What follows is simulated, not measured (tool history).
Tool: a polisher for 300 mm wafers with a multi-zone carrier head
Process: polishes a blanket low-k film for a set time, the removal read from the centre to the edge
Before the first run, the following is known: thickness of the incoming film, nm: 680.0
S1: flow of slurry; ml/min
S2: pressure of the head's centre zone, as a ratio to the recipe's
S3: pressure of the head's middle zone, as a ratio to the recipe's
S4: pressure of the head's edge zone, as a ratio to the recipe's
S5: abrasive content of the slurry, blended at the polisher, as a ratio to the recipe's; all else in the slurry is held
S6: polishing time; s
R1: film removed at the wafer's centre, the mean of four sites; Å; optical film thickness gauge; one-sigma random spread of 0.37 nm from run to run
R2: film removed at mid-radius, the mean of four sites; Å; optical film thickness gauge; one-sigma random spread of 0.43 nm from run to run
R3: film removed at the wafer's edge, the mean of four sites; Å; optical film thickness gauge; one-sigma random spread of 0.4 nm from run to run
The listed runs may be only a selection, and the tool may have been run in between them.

run	hour	S1	S2	S3	S4	S5	S6	R1	R2	R3
1	0.0	235	1.00	1.00	1.00	1.00	75	352.60	350.56	348.43
2	0.7	235	0.98	1.00	1.00	0.95	75	338.07	332.71	338.64
3	2.0	235	0.92	1.00	1.00	0.95	75	323.02	330.18	338.93
4	6.3	235	0.92	1.04	1.00	0.95	75	310.53	349.86	344.52
5	7.7	235	0.97	1.04	1.00	0.95	75	335.97	353.30	339.49
# hour 14.1: worn pad replaced by a new one
6	14.1	235	0.95	1.04	1.00	0.90	75	359.53	394.30	378.24
7	22.7	235	0.93	1.04	0.99	0.90	75	348.01	391.34	386.36

What will run 8 give?
8	26.0	235	0.92	1.04	1.01	0.90	75	?	?	?

R1: 358.26 Å
R2: 393.19 Å
R3: 389.69 Å
